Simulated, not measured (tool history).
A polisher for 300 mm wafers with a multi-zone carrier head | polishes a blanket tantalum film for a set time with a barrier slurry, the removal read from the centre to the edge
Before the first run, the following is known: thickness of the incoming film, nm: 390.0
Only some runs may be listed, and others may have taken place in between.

| run | day | flow of slurry (ml/min) | pressure of the head's centre zone | pressure of the head's middle zone | pressure of the head's edge zone | abrasive content of the slurry | polishing time (s) | film removed at the wafer's centre (nm) | film removed at mid-radius (nm) | film removed at the wafer's edge (nm) |
|---|---|---|---|---|---|---|---|---|---|---|
| 1 | 0 | 235 | 1 | 1 | 1 | 1 | 76 | 135.1 | 132.73 | 132.59 |
| 2 | 0.117 | 235 | 1.06 | 1 | 1 | 1 | 76 | 143.88 | 130.65 | 132.47 |
| 3 | 0.471 | 235 | 1.06 | 1 | 1 | 1 | 92 | 171.96 | 161.45 | 164.16 |
| 4 | 0.738 | 235 | 1.06 | 1.05 | 1 | 1 | 92 | 172.91 | 166.18 | 162.01 |
| 5 | 1.104 | 220 | 1.02 | 0.98 | 1.02 | 0.85 | 88 | 149.64 | 145.81 | 147.21 |
| 6 | 1.367 | 220 | 1.02 | 0.93 | 1.02 | 0.85 | 88 | 149.87 | 135.54 | 148.63 |
| 7 | 1.738 | 210 | 0.98 | 0.89 | 1.02 | 0.75 | 86 | 136.08 | 122.08 | 140.04 |

For run 8, what comes out?
| 8 | 2.108 | 200 | 0.94 | 0.87 | 0.99 | 0.7 | 86 | ? | ? | ? |

{"run 8": {"film removed at the wafer's centre (nm)": 125.04, "film removed at mid-radius (nm)": 119.27, "film removed at the wafer's edge (nm)": 133.78}}
